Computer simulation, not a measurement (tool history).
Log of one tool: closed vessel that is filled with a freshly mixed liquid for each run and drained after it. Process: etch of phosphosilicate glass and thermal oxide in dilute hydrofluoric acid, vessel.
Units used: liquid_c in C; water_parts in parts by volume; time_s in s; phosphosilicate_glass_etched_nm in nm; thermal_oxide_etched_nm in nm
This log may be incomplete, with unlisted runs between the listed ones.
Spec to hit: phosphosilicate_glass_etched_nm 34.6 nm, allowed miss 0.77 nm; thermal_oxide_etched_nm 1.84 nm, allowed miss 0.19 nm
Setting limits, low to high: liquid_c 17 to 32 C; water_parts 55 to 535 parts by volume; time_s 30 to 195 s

run  hour  liquid_c  water_parts  time_s  phosphosilicate_glass_etched_nm  thermal_oxide_etched_nm
  1     0        24          295     100                           22.584                   1.1947
  2   1.2        24          255     100                           27.085                    1.446
  3   4.3        25          255     100                           28.269                   1.5069
  4   4.8        25          255      65                           18.354                  0.95408
  5  12.2        25          255      45                           12.612                  0.63805
  6  17.4        25          255      30                            8.461                    0.424
  7  25.6        26          225      30                           10.256                  0.53152
  8  27.3        30          105      55                           54.167                   2.8195
  9  35.6      29.5          105      55                           53.569                   3.0093
 10  37.7        29          105      55                            52.28                   2.7111
     41.6  -- hydrofluoric acid flow meter replaced
 11  41.6        28          105      55                           54.289                   2.8765
 12  46.7      27.5          110      55                           50.046                   2.7095
 13  49.8      26.5          115      55                            46.16                   2.3426
 14  56.6        26          120      55                           42.851                   2.2729
 15  57.7        25          120      55                           41.247                   2.2086
 16  62.7      24.5          120      55                           40.739                   2.2742
 17    67        24          120      55                           40.019                    2.187
 18  69.2      23.5          120      55                           39.022                   2.0515

Consider the 4 candidate settings below. Which is the only one whose results all fall within their allowed miss of target?
  A  71.4        23          120      65                                ?                        ?
  B  71.4      24.5          290     130                                ?                        ?
  C  71.4        23          110      45                                ?                        ?
  D  71.4      20.5          155      90                                ?                        ?

move  phosphosilicate_glass_etched_nm  thermal_oxide_etched_nm
   A                           45.167                   2.4395
   B                            32.95                   1.7797
   C                           34.514                   1.8642
   D                           42.209                   2.2798
A: its largest miss is bigger than the last run's
B: takes the result that was furthest off past its target
C: each result inside its tolerance
D: its largest miss is bigger than the last run's
Move C is the one to make.
